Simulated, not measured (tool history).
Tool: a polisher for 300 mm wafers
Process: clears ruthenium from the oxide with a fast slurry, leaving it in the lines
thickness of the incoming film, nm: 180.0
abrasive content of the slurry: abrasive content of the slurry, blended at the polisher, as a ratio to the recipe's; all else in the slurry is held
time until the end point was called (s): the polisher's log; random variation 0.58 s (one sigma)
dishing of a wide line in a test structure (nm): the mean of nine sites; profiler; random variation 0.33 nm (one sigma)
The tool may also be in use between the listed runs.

run	day	flow of slurry (ml/min)	pressure of the wafer on the pad (psi)	speed of the pad under the wafer (m/s)	abrasive content of the slurry	overpolish time after the end point (s)	time until the end point was called (s)	dishing of a wide line in a test structure (nm)
1	0.000	270	2.5	0.82	1.0	22	67.862	31.176
2	0.375	270	2.7	0.82	1.0	19	63.103	30.389
3	0.475	270	3.1	0.82	1.0	19	54.657	32.808
4	0.567	270	3.2	0.82	1.0	17	51.912	31.043
5	0.742	270	3.2	0.82	0.9	17	56.363	29.735
6	0.846	270	3.3	0.82	0.9	16	54.161	30.132
7	0.925	270	3.3	0.82	0.9	15	52.936	28.205

The next listed run, before its measurement:
8	1.246	270	3.3	0.82	0.9	15	?	?

time until the end point was called (s): 53.898
dishing of a wide line in a test structure (nm): 28.627
